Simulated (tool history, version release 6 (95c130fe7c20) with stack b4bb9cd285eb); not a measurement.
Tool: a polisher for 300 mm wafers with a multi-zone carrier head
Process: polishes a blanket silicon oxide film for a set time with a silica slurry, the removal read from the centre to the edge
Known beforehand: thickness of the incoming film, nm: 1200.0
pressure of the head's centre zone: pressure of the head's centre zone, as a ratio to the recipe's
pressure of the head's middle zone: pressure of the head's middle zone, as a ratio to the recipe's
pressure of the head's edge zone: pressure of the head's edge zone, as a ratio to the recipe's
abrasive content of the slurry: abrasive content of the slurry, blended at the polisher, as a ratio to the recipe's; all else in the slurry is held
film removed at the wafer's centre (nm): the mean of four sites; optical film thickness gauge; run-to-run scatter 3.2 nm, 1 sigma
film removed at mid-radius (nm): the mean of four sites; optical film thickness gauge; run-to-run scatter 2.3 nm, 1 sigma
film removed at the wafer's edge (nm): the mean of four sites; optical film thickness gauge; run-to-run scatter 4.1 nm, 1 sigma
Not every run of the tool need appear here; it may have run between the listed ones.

run	day	flow of slurry (ml/min)	pressure of the head's centre zone	pressure of the head's middle zone	pressure of the head's edge zone	abrasive content of the slurry	polishing time (s)	film removed at the wafer's centre (nm)	film removed at mid-radius (nm)	film removed at the wafer's edge (nm)
1	0.000	255	1.00	1.00	1.00	1.00	52	169.90	168.74	167.29
2	0.346	255	1.00	1.00	1.06	1.00	52	171.74	168.83	175.21
3	0.450	255	1.00	1.00	0.98	1.00	52	170.14	167.85	169.64
4	0.738	255	1.00	1.00	0.98	0.90	52	156.39	157.19	157.15
# day 0.992: worn pad replaced by a new one
5	0.992	255	1.00	1.00	1.02	0.90	52	169.13	167.88	167.59
6	1.279	255	1.00	1.00	0.95	0.90	52	170.23	168.56	166.16

Forecast run 7:
7	1.425	265	1.00	1.04	0.93	1.05	57	?	?	?

Run 7 measured film removed at the wafer's centre (nm) 203.60, film removed at mid-radius (nm) 213.30, film removed at the wafer's edge (nm) 197.46.

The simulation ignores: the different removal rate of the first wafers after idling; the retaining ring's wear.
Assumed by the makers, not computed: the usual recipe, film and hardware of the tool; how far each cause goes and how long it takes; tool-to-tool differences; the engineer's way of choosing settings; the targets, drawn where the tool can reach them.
